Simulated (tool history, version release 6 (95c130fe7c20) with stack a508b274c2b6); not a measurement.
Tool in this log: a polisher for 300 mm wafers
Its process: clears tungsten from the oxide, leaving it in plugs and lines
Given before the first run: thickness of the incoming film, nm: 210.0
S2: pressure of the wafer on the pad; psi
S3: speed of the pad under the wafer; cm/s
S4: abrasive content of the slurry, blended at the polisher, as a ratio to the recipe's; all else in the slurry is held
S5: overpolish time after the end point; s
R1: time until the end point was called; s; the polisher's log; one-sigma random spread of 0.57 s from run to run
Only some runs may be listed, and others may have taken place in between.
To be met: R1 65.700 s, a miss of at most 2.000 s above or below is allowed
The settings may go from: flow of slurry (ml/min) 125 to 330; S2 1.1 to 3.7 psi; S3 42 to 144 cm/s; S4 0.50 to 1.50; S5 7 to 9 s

{"run": 1, "hour": 0.0, "flow of slurry (ml/min)": 210, "S2": 2.4, "S3": 92, "S4": 1.0, "S5": 9, "R1": 98.103}
{"run": 2, "hour": 4.0, "flow of slurry (ml/min)": 210, "S2": 2.4, "S3": 92, "S4": 1.0, "S5": 9, "R1": 97.1}
{"run": 3, "hour": 4.6, "flow of slurry (ml/min)": 215, "S2": 2.6, "S3": 92, "S4": 1.0, "S5": 9, "R1": 90.558}
{"run": 4, "hour": 7.8, "flow of slurry (ml/min)": 170, "S2": 2.6, "S3": 92, "S4": 1.0, "S5": 9, "R1": 91.739}
{"run": 5, "hour": 12.5, "flow of slurry (ml/min)": 170, "S2": 2.8, "S3": 92, "S4": 1.0, "S5": 9, "R1": 86.341}
{"run": 6, "hour": 13.4, "flow of slurry (ml/min)": 175, "S2": 3.0, "S3": 92, "S4": 1.0, "S5": 9, "R1": 81.51}
{"run": 7, "hour": 16.0, "flow of slurry (ml/min)": 175, "S2": 3.2, "S3": 92, "S4": 1.0, "S5": 9, "R1": 76.565}
{"run": 8, "hour": 19.2, "flow of slurry (ml/min)": 175, "S2": 3.3, "S3": 92, "S4": 1.0, "S5": 9, "R1": 73.604}

Which one of the following 5 next-run settings gets every result inside its allowed miss? There is exactly one.
{"run": "A", "hour": 22.4, "flow of slurry (ml/min)": 210, "S2": 2.9, "S3": 88, "S4": 1.0, "S5": 7, "R1": "?"}
{"run": "B", "hour": 22.4, "flow of slurry (ml/min)": 155, "S2": 2.8, "S3": 106, "S4": 0.85, "S5": 7, "R1": "?"}
{"run": "C", "hour": 22.4, "flow of slurry (ml/min)": 185, "S2": 3.3, "S3": 80, "S4": 1.1, "S5": 9, "R1": "?"}
{"run": "D", "hour": 22.4, "flow of slurry (ml/min)": 205, "S2": 3.0, "S3": 84, "S4": 0.9, "S5": 9, "R1": "?"}
{"run": "E", "hour": 22.4, "flow of slurry (ml/min)": 150, "S2": 3.3, "S3": 108, "S4": 0.95, "S5": 8, "R1": "?"}

move=A R1=83.570
move=B R1=79.752
move=C R1=79.981
move=D R1=87.632
move=E R1=64.884
A: lands further from the targets than the last run did
B: lands further from the targets than the last run did
C: lands further from the targets than the last run did
D: lands further from the targets than the last run did
E: each result inside its tolerance
Answer: E
